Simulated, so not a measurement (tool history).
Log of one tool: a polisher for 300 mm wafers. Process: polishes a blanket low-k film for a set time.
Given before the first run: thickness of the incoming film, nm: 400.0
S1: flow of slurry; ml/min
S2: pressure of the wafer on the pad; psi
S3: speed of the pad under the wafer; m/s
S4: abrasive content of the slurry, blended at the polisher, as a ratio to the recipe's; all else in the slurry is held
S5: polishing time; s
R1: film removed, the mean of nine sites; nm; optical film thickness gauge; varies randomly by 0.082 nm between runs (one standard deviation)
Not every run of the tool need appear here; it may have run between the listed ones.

Run 1, hour 0: S1 195 ml/min, S2 1.9 psi, S3 0.78 m/s, S4 1, S5 34 s. Result: R1 10.47 nm.
Run 2, hour 1.8: S1 195 ml/min, S2 2.3 psi, S3 0.78 m/s, S4 1, S5 34 s. Result: R1 12.072 nm.
Run 3, hour 3.4: S1 195 ml/min, S2 2.3 psi, S3 0.78 m/s, S4 1, S5 30 s. Result: R1 10.689 nm.
Run 4, hour 10.9: S1 195 ml/min, S2 2.3 psi, S3 0.62 m/s, S4 1, S5 30 s. Result: R1 9.3558 nm.
At hour 13.4: head pressure recalibrated.
Run 5, hour 13.4: S1 195 ml/min, S2 2.1 psi, S3 0.6 m/s, S4 1, S5 30 s. Result: R1 8.4587 nm.
Run 6, hour 19.9: S1 195 ml/min, S2 2 psi, S3 0.6 m/s, S4 1, S5 30 s. Result: R1 8.2434 nm.
Run 7, hour 28.2: S1 195 ml/min, S2 1.9 psi, S3 0.6 m/s, S4 1, S5 30 s. Result: R1 7.8049 nm.
Run 8, hour 29.5: S1 195 ml/min, S2 1.8 psi, S3 0.6 m/s, S4 1, S5 30 s. Result: R1 7.6341 nm.

Predict the results of run 9:
Run 9, hour 33.4: S1 195 ml/min, S2 1.7 psi, S3 0.6 m/s, S4 1, S5 30 s. Result: R1 ?.

{"run 9": {"R1": 7.2099}}
